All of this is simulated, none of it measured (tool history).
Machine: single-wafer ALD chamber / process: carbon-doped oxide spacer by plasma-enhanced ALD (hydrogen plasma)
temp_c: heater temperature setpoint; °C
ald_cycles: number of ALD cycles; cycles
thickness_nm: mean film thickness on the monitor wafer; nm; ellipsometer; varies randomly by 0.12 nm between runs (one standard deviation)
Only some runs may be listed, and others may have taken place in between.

| run | day | temp_c | ald_cycles | thickness_nm |
|---|---|---|---|---|
| 1 | 0.000 | 405 | 675 | 37.073 |
| 2 | 0.054 | 407 | 651 | 35.587 |
| 3 | 0.096 | 403 | 651 | 35.951 |
| 4 | 0.271 | 405 | 631 | 34.831 |
| 5 | 0.450 | 407 | 615 | 33.490 |
| 6 | 0.475 | 410 | 608 | 32.968 |
| 7 | 0.675 | 417 | 554 | 29.409 |

Expected results for the next run?
| 8 | 0.879 | 416 | 556 | ? |

{"run 8": {"thickness_nm": 29.591}}
